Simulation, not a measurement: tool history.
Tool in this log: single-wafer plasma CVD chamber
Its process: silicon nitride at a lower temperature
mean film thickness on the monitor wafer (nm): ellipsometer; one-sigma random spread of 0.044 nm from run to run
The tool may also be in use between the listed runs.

run,day,heater temperature setpoint (deg C),chamber pressure (Pa),RF power (kW),deposition time (s),mean film thickness on the monitor wafer (nm)
1,0,365,255,0.27,21.9,24.877
2,0.271,365,243,0.265,21.9,24.113
3,0.608,374,243,0.265,21.9,23.924
4,0.85,374,243,0.24,21.9,21.971
5,0.979,374,207,0.24,21.9,21.127
6,1.121,374,204,0.24,21.9,21.013

The next listed run, before its measurement:
7,1.25,374,203,0.24,21.9,?

{"run 7": {"mean film thickness on the monitor wafer (nm)": 20.898}}

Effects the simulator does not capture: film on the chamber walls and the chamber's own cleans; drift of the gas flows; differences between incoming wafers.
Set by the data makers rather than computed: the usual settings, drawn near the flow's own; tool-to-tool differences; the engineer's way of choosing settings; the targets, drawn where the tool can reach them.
